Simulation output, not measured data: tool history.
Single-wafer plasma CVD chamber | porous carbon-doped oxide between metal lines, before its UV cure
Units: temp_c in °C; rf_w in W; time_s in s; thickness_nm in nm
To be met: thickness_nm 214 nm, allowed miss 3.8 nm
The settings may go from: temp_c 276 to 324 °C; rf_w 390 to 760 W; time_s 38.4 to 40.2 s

Run 1, hour 0: temp_c 300 °C, rf_w 575 W, time_s 40.2 s. Result: thickness_nm 232.85 nm.
Run 2, hour 3.8: temp_c 300 °C, rf_w 650 W, time_s 40.2 s. Result: thickness_nm 253.42 nm.
Run 3, hour 11.7: temp_c 300 °C, rf_w 720 W, time_s 40.2 s. Result: thickness_nm 272.15 nm.
Run 4, hour 14.4: temp_c 300 °C, rf_w 720 W, time_s 38.4 s. Result: thickness_nm 260.16 nm.
Run 5, hour 17.2: temp_c 303 °C, rf_w 710 W, time_s 38.4 s. Result: thickness_nm 253.39 nm.
Run 6, hour 24.7: temp_c 303 °C, rf_w 710 W, time_s 40.2 s. Result: thickness_nm 264.88 nm.
Run 7, hour 32.2: temp_c 303 °C, rf_w 710 W, time_s 40.2 s. Result: thickness_nm 264.7 nm.
Run 8, hour 34: temp_c 306 °C, rf_w 695 W, time_s 40.1 s. Result: thickness_nm 254.54 nm.
Run 9, hour 38.2: temp_c 308 °C, rf_w 685 W, time_s 40.1 s. Result: thickness_nm 250.08 nm.
Run 10, hour 44.7: temp_c 310 °C, rf_w 675 W, time_s 40 s. Result: thickness_nm 244.73 nm.
Run 11, hour 45.7: temp_c 322 °C, rf_w 600 W, time_s 39.7 s. Result: thickness_nm 208.7 nm.
Run 12, hour 52.2: temp_c 321 °C, rf_w 600 W, time_s 39.7 s. Result: thickness_nm 210.84 nm.

4 next moves are on the table. One of them brings every result within its allowed miss. Which?
Run A, hour 58.7: temp_c 321 °C, rf_w 625 W, time_s 39 s. Result: thickness_nm ?.
Run B, hour 58.7: temp_c 324 °C, rf_w 610 W, time_s 38.7 s. Result: thickness_nm ?.
Run C, hour 58.7: temp_c 315 °C, rf_w 555 W, time_s 39.4 s. Result: thickness_nm ?.
Run D, hour 58.7: temp_c 324 °C, rf_w 605 W, time_s 38.7 s. Result: thickness_nm ?.

move  thickness_nm
   A        212.44
   B        204.06
   C        204.23
   D        202.91
A: meets every target
B: further off than the last run
C: further off than the last run
D: further off than the last run
Move A is the one to make.

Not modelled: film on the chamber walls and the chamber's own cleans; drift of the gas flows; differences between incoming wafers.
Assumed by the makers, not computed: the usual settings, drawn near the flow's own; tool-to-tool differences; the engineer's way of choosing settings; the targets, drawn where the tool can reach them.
